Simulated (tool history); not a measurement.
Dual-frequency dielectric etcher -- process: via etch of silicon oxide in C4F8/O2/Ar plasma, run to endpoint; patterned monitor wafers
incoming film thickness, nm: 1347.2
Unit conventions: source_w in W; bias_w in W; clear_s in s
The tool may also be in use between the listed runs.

{"run": 1, "day": 0.0, "source_w": 2060, "bias_w": 2771, "clear_s": 255.5}
{"run": 2, "day": 0.079, "source_w": 2060, "bias_w": 2995, "clear_s": 250.29}
{"run": 3, "day": 0.454, "source_w": 2060, "bias_w": 3267, "clear_s": 243.37}
{"run": 4, "day": 0.754, "source_w": 2240, "bias_w": 3267, "clear_s": 234.44}
{"run": 5, "day": 0.979, "source_w": 2240, "bias_w": 3632, "clear_s": 231.65}
{"run": 6, "day": 1.129, "source_w": 2460, "bias_w": 3632, "clear_s": 223.24}

Run 7 has not been measured yet. What should we expect?
{"run": 7, "day": 1.2, "source_w": 2040, "bias_w": 3236, "clear_s": "?"}

Run 7 measured clear_s 247.2 s.

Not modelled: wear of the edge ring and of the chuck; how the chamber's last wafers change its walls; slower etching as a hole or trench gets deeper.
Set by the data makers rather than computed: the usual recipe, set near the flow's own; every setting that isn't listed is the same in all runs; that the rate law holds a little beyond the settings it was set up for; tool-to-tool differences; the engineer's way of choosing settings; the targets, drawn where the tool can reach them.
